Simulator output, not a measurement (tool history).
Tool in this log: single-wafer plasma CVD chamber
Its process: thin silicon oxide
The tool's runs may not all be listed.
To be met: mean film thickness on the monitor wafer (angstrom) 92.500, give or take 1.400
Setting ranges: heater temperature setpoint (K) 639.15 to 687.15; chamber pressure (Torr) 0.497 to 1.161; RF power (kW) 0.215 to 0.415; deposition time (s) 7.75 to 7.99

run,hour,heater temperature setpoint (K),chamber pressure (Torr),RF power (kW),deposition time (s),mean film thickness on the monitor wafer (angstrom)
1,0.0,663.15,0.829,0.315,7.75,139.640
2,2.4,663.15,0.756,0.305,7.75,124.640
3,9.9,673.15,0.756,0.305,7.75,124.210
4,16.2,673.15,0.704,0.305,7.75,114.330
5,22.4,673.15,0.671,0.305,7.75,107.360
6,28.7,673.15,0.650,0.305,7.75,103.620
7,33.9,673.15,0.635,0.305,7.75,100.950
8,35.7,673.15,0.623,0.305,7.75,99.170
9,41.8,673.15,0.614,0.305,7.75,96.855
10,45.9,673.15,0.608,0.305,7.75,96.360
11,47.1,673.15,0.603,0.305,7.75,94.893
12,48.4,673.15,0.576,0.305,7.75,89.790
13,55.0,673.15,0.579,0.305,7.75,90.211
14,60.1,673.15,0.582,0.305,7.75,91.072

Exactly one of the 4 candidate moves below puts every result within its allowed miss. Which one?
A,65.2,668.15,0.572,0.305,7.78,?
B,65.2,671.15,0.562,0.315,7.76,?
C,65.2,672.15,0.554,0.320,7.98,?
D,65.2,675.15,0.584,0.295,7.95,?

move,mean film thickness on the monitor wafer (angstrom)
A,89.265
B,88.022
C,89.376
D,91.993
A: its largest miss is bigger than the last run's
B: its largest miss is bigger than the last run's
C: its largest miss is bigger than the last run's
D: every result lands within tolerance
Go with D: it meets all targets.
